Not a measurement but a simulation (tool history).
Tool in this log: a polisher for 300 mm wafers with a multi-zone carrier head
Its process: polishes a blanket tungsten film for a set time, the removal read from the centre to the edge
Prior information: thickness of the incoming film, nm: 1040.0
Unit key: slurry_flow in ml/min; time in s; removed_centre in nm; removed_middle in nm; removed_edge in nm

run  hour  slurry_flow  centre_zone  middle_zone  edge_zone  slurry_solids  time  removed_centre  removed_middle  removed_edge
  1     0          265            1            1          1              1    49          212.54          206.86        216.76
  2   4.5          265            1            1       1.07              1    49          210.88           205.9        222.76
  3  12.1          265            1            1          1              1    49          208.64          211.67        214.09
  4  18.5          265         0.97            1          1              1    49          205.59          211.19        212.05
  5  21.1          265         0.95         0.97       0.96           0.85    48          190.72          188.66        197.63
     26.3  -- slurry nozzle cleaned
  6  26.3          265         0.94         0.99       0.92           0.75    47          181.25          188.34        184.76
  7  26.8          265         0.93         0.99        0.9            0.7    46          167.88           175.3        174.95
  8  28.2          265         0.94            1       0.88           0.65    46          166.05          174.07        167.21

What will run 9 give?
  9  33.3          260         0.93            1       0.86            0.6    46               ?               ?             ?

Run 9 came out at removed_centre 157.01 nm, removed_middle 166.63 nm, removed_edge 159.68 nm.
